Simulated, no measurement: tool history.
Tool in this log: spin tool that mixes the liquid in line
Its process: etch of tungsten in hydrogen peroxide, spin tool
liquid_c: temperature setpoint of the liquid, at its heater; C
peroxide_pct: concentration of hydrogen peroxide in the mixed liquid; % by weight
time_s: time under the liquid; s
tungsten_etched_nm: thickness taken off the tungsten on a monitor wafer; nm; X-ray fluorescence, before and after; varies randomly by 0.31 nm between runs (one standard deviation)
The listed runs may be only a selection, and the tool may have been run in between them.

| run | hour | liquid_c | peroxide_pct | time_s | tungsten_etched_nm |
|---|---|---|---|---|---|
| 1 | 0 | 45 | 18 | 70 | 40.996 |
| 2 | 3.7 | 45 | 18 | 75 | 44.596 |
| 3 | 9 | 45 | 18 | 75 | 44.226 |
| 4 | 10.9 | 45 | 20.5 | 75 | 47.277 |
| 5 | 19.1 | 49.5 | 20.5 | 75 | 62.872 |
| 6 | 22 | 50 | 20.5 | 75 | 64.436 |

Run 7 comes next. What will it give?
| 7 | 25.9 | 50.5 | 20.5 | 75 | ? |

tungsten_etched_nm: 66.519 nm
